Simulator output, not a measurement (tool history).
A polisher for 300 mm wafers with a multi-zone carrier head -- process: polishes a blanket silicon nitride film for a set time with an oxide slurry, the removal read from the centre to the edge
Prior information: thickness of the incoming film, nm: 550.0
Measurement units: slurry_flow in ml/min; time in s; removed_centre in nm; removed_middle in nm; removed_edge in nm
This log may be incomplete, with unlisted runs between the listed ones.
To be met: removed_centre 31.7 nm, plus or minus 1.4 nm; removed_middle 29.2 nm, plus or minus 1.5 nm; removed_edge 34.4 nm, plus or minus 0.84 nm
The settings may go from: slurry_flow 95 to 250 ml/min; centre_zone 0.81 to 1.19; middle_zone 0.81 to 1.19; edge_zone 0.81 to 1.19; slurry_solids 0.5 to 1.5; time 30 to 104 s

Run 1, hour 0: slurry_flow 160 ml/min, centre_zone 1, middle_zone 1, edge_zone 1, slurry_solids 1, time 67 s. Result: removed_centre 65.781 nm, removed_middle 64.378 nm, removed_edge 67.104 nm.
Run 2, hour 3: slurry_flow 150 ml/min, centre_zone 0.98, middle_zone 0.96, edge_zone 0.98, slurry_solids 0.9, time 61 s. Result: removed_centre 54.44 nm, removed_middle 51.424 nm, removed_edge 56.513 nm.
Run 3, hour 6.9: slurry_flow 150 ml/min, centre_zone 0.9, middle_zone 0.96, edge_zone 0.98, slurry_solids 0.9, time 61 s. Result: removed_centre 49.886 nm, removed_middle 51.935 nm, removed_edge 56.188 nm.
Run 4, hour 12: slurry_flow 145 ml/min, centre_zone 0.9, middle_zone 0.93, edge_zone 0.95, slurry_solids 0.8, time 58 s. Result: removed_centre 43.274 nm, removed_middle 44.715 nm, removed_edge 47.552 nm.
Run 5, hour 18.4: slurry_flow 135 ml/min, centre_zone 0.91, middle_zone 0.9, edge_zone 0.95, slurry_solids 0.75, time 57 s. Result: removed_centre 40.175 nm, removed_middle 38.805 nm, removed_edge 44.089 nm.
Run 6, hour 19.2: slurry_flow 135 ml/min, centre_zone 0.91, middle_zone 0.9, edge_zone 0.95, slurry_solids 0.75, time 72 s. Result: removed_centre 49.959 nm, removed_middle 51.193 nm, removed_edge 56.317 nm.
Run 7, hour 23.8: slurry_flow 125 ml/min, centre_zone 0.91, middle_zone 0.88, edge_zone 0.93, slurry_solids 0.7, time 69 s. Result: removed_centre 44.061 nm, removed_middle 45.232 nm, removed_edge 49.464 nm.
Run 8, hour 29.3: slurry_flow 95 ml/min, centre_zone 0.99, middle_zone 0.81, edge_zone 0.98, slurry_solids 0.5, time 53 s. Result: removed_centre 22.758 nm, removed_middle 20.308 nm, removed_edge 25.337 nm.
Run 9, hour 35.3: slurry_flow 120 ml/min, centre_zone 0.97, middle_zone 0.81, edge_zone 0.97, slurry_solids 0.5, time 52 s. Result: removed_centre 24.259 nm, removed_middle 20.898 nm, removed_edge 25.668 nm.
Run 10, hour 41.8: slurry_flow 140 ml/min, centre_zone 0.94, middle_zone 0.83, edge_zone 0.99, slurry_solids 0.5, time 52 s. Result: removed_centre 24.725 nm, removed_middle 23.386 nm, removed_edge 26.488 nm.
Run 11, hour 44.4: slurry_flow 130 ml/min, centre_zone 0.94, middle_zone 0.85, edge_zone 0.96, slurry_solids 0.55, time 51 s. Result: removed_centre 26.834 nm, removed_middle 24.667 nm, removed_edge 28.995 nm.
At hour 47.1: edge zone pressure recalibrated.
Run 12, hour 47.1: slurry_flow 125 ml/min, centre_zone 0.93, middle_zone 0.87, edge_zone 0.92, slurry_solids 0.55, time 50 s. Result: removed_centre 25.996 nm, removed_middle 25.38 nm, removed_edge 26.921 nm.

4 candidate next runs follow, results not yet known. Just one meets every target within its allowed miss. Identify it.
Run A, hour 49.8: slurry_flow 95 ml/min, centre_zone 0.95, middle_zone 0.81, edge_zone 1.19, slurry_solids 0.8, time 41 s. Result: removed_centre ?, removed_middle ?, removed_edge ?.
Run B, hour 49.8: slurry_flow 100 ml/min, centre_zone 0.98, middle_zone 0.86, edge_zone 1.12, slurry_solids 0.8, time 40 s. Result: removed_centre ?, removed_middle ?, removed_edge ?.
Run C, hour 49.8: slurry_flow 115 ml/min, centre_zone 0.93, middle_zone 0.81, edge_zone 0.96, slurry_solids 0.7, time 49 s. Result: removed_centre ?, removed_middle ?, removed_edge ?.
Run D, hour 49.8: slurry_flow 130 ml/min, centre_zone 1.04, middle_zone 0.81, edge_zone 0.9, slurry_solids 0.6, time 51 s. Result: removed_centre ?, removed_middle ?, removed_edge ?.

move  removed_centre  removed_middle  removed_edge
   A          28.087          25.982        34.495
   B          28.837          26.742        32.964
   C          31.455          29.473        34.489
   D           32.64          27.188          30.6
A: corrects the largest miss of the last run, while another result sits out of spec
B: nearer the targets than the last run, but a result is still out of spec
C: hits every target within its allowed miss
D: nearer the targets than the last run, but a result is still out of spec
Move C is the one to make.
